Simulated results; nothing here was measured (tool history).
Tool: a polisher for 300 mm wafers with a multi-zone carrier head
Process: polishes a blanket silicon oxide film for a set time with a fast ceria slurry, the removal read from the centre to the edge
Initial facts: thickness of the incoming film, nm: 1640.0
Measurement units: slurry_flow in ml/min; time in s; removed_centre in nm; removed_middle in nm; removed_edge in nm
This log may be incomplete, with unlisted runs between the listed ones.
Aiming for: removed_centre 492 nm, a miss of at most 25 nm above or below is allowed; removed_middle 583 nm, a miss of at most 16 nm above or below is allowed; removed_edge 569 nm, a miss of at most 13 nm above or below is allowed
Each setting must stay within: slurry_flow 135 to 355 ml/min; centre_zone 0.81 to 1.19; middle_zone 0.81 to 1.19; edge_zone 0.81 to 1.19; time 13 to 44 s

run  hour  slurry_flow  centre_zone  middle_zone  edge_zone  time  removed_centre  removed_middle  removed_edge
  1     0          225            1            1          1    28          537.11          580.67        597.75
  2   8.6          220         0.99         1.01       0.99    28           534.7          580.05        587.09
  3  11.9          215         0.98         1.02       0.99    28           532.1          578.48        588.94
  4  19.6          250         0.98         1.02       0.99    28          543.61          596.23         598.7
  5  22.1          250         0.98         1.02       1.07    28          555.73          591.42        613.06
     28.3  -- centre zone pressure recalibrated
  6  28.3          240         0.97         1.03       1.05    28          587.86          590.65         607.9
  7  35.4          235         0.97         1.03       1.02    28          587.05          595.79        599.76
  8  42.5          230         0.99         1.03          1    28           603.8          585.31        590.86

Which single option among these 4 for the next run brings every result within its allowed miss of target? Just one does.
  A  49.6          270         0.81         1.09       0.81    28               ?               ?             ?
  B  49.6          285         0.81         0.97       0.81    28               ?               ?             ?
  C  49.6          275         0.86         1.07       0.86    26               ?               ?             ?
  D  49.6          225         0.94         1.09       1.05    25               ?               ?             ?

move  removed_centre  removed_middle  removed_edge
   A          490.35          629.92        575.72
   B          493.29           584.8         579.1
   C          484.76          578.43         543.8
   D          495.77          549.04        542.39
A: gets the furthest-off result to its target, but another result is out of tolerance
B: every result lands within tolerance
C: gets the furthest-off result to its target, but another result is out of tolerance
D: gets the furthest-off result to its target, but another result is out of tolerance
B meets every target.

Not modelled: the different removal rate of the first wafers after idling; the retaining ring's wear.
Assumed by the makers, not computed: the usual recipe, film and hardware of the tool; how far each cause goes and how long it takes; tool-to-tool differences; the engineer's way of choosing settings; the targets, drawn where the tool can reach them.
